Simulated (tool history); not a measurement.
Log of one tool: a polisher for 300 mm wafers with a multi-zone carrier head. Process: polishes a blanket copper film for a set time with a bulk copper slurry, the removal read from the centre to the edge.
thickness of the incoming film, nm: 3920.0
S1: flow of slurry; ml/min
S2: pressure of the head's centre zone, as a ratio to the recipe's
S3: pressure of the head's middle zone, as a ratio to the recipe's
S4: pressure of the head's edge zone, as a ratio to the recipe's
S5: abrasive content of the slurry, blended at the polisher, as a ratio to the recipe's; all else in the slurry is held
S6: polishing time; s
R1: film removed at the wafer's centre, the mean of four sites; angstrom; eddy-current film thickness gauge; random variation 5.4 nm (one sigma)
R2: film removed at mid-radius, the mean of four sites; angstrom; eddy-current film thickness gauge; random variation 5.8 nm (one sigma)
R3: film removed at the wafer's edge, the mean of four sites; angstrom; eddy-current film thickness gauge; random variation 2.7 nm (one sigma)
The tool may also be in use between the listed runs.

run	hour	S1	S2	S3	S4	S5	S6	R1	R2	R3
1	0	160	1	1	1	1	41	3470.2	3498	3395.9
2	8.2	165	0.99	1.01	1.03	1.1	41	3569.7	3686.3	3535.6
3	13.2	170	0.97	1.01	1.06	1.15	41	3489.3	3790.4	3628.4
4	21	175	0.97	1	1.08	1.2	41	3495	3797.6	3667.2
5	25.7	190	0.97	1	1.08	1.2	41	3626.6	3752.4	3735.6
6	30.3	190	0.97	0.94	1.08	1.2	41	3712.4	3592.8	3709.7
7	38.3	220	0.93	1.04	1.18	1.45	42	3763.7	4272.9	4137.2

Run 8 comes next. What will it give?
8	42.9	220	0.93	1.03	1.18	1.45	42	?	?	?

{"run 8": {"R1": 3776.7, "R2": 4238, "R3": 4084.5}}

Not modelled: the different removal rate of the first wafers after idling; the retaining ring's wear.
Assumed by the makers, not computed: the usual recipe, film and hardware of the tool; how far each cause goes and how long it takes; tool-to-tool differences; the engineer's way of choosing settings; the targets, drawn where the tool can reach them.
